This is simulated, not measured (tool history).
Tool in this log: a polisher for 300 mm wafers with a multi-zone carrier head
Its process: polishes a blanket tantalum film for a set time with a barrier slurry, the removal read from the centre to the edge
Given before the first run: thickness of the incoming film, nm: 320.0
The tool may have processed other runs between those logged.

| run | day | flow of slurry (ml/min) | pressure of the head's centre zone | pressure of the head's middle zone | pressure of the head's edge zone | abrasive content of the slurry | polishing time (s) | film removed at the wafer's centre (Å) | film removed at mid-radius (Å) | film removed at the wafer's edge (Å) |
|---|---|---|---|---|---|---|---|---|---|---|
| 1 | 0.000 | 130 | 1.00 | 1.00 | 1.00 | 1.00 | 66 | 908.34 | 894.18 | 939.14 |
| 2 | 0.350 | 130 | 1.00 | 1.00 | 1.00 | 1.15 | 66 | 936.57 | 930.55 | 961.83 |
| 3 | 0.667 | 130 | 1.00 | 1.00 | 1.00 | 1.15 | 81 | 1140.00 | 1145.70 | 1188.50 |
| 4 | 0.838 | 130 | 1.00 | 1.00 | 1.00 | 1.35 | 81 | 1201.50 | 1191.90 | 1223.00 |
| 5 | 1.012 | 130 | 1.00 | 1.00 | 0.94 | 1.35 | 81 | 1187.60 | 1198.40 | 1191.20 |
| 6 | 1.183 | 130 | 1.00 | 1.04 | 0.94 | 1.35 | 81 | 1191.10 | 1249.40 | 1202.00 |

The next listed run, before its measurement:
| 7 | 1.525 | 125 | 1.01 | 1.02 | 0.95 | 1.35 | 81 | ? | ? | ? |

film removed at the wafer's centre (Å): 1201.90
film removed at mid-radius (Å): 1197.00
film removed at the wafer's edge (Å): 1186.60

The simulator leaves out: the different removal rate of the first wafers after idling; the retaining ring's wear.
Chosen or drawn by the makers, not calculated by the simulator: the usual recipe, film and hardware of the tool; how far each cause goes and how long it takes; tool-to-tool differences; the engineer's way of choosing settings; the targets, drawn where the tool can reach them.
